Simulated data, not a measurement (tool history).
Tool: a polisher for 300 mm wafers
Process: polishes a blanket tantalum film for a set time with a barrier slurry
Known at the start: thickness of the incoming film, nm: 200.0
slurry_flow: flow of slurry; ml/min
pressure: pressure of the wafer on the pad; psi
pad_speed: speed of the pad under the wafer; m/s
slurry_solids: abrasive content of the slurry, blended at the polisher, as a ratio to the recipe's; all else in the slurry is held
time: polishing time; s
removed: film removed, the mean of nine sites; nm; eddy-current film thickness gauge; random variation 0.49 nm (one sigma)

{"run": 1, "hour": 0.0, "slurry_flow": 225, "pressure": 2, "pad_speed": 1.06, "slurry_solids": 1, "time": 54, "removed": 83.183}
{"run": 2, "hour": 7.6, "slurry_flow": 225, "pressure": 1.7, "pad_speed": 1.02, "slurry_solids": 1, "time": 54, "removed": 69.291}
{"run": 3, "hour": 14.8, "slurry_flow": 225, "pressure": 1.7, "pad_speed": 1.24, "slurry_solids": 1, "time": 54, "removed": 84.529}
{"run": 4, "hour": 20.8, "slurry_flow": 225, "pressure": 1.5, "pad_speed": 1.16, "slurry_solids": 1, "time": 54, "removed": 68.693}
{"run": 5, "hour": 22.0, "slurry_flow": 225, "pressure": 1.5, "pad_speed": 1.16, "slurry_solids": 1.15, "time": 54, "removed": 71.173}
{"run": 6, "hour": 24.2, "slurry_flow": 225, "pressure": 1.5, "pad_speed": 1.16, "slurry_solids": 1.15, "time": 57, "removed": 73.082}

The next listed run, before its measurement:
{"run": 7, "hour": 28.4, "slurry_flow": 225, "pressure": 1.4, "pad_speed": 1.1, "slurry_solids": 1.15, "time": 57, "removed": "?"}

Run 7 gave removed 66.516 nm.
